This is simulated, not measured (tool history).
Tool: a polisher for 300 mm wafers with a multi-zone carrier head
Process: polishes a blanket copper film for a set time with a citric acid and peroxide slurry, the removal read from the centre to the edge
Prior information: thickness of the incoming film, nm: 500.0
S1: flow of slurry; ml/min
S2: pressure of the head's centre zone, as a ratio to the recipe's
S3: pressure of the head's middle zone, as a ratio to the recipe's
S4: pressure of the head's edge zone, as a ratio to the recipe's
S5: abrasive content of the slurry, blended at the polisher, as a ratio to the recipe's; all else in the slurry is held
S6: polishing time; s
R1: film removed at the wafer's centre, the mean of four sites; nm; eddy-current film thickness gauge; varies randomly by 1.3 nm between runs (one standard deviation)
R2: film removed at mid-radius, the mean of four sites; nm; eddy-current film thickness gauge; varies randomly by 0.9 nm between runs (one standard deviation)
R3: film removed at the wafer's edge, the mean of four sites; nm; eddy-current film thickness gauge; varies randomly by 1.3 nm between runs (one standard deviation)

run,day,S1,S2,S3,S4,S5,S6,R1,R2,R3
1,0,260,1,1,1,1,44,142.54,147.96,152.07
2,0.183,255,1,0.98,1,0.95,43,137.12,140.73,147.43
3,0.471,255,1.01,0.96,1,0.9,42,131.26,132.85,141.72
4,0.717,255,1.01,0.96,1,0.9,48,154.19,153.21,162.42
5,0.875,255,1.01,0.96,1,0.9,55,176,174.58,187.08
6,0.925,255,1.01,0.89,1,0.9,55,174.33,164.85,183.32
7,1.046,250,1.02,0.88,1.01,0.85,53,168.31,151.74,177.3
8,1.312,245,1.02,0.87,1,0.8,51,159.69,146.56,168.91
9,1.5,245,1.02,0.87,1,0.8,51,158.93,144.27,171.1
10,1.65,245,1.02,0.87,0.99,0.8,49,154.76,138.48,164.78
# day 1.758: centre zone pressure recalibrated
11,1.758,245,1.03,0.87,0.99,0.8,47,161.71,137.13,155.44
12,1.992,245,1.02,0.86,0.99,0.8,45,156.07,126.44,148.7
13,2.133,245,1,0.86,0.99,0.8,44,149.39,125.05,144.37
14,2.242,245,0.99,0.86,1,0.75,43,142.08,119.01,140.8
15,2.554,245,0.98,0.86,1,0.7,42,135.68,114.54,137.45

Run 16 has not been measured yet. What should we expect?
16,2.779,245,0.98,0.86,1,0.7,42,?,?,?

Run 16 yielded R1 136.55 nm, R2 117.06 nm, R3 137.46 nm.

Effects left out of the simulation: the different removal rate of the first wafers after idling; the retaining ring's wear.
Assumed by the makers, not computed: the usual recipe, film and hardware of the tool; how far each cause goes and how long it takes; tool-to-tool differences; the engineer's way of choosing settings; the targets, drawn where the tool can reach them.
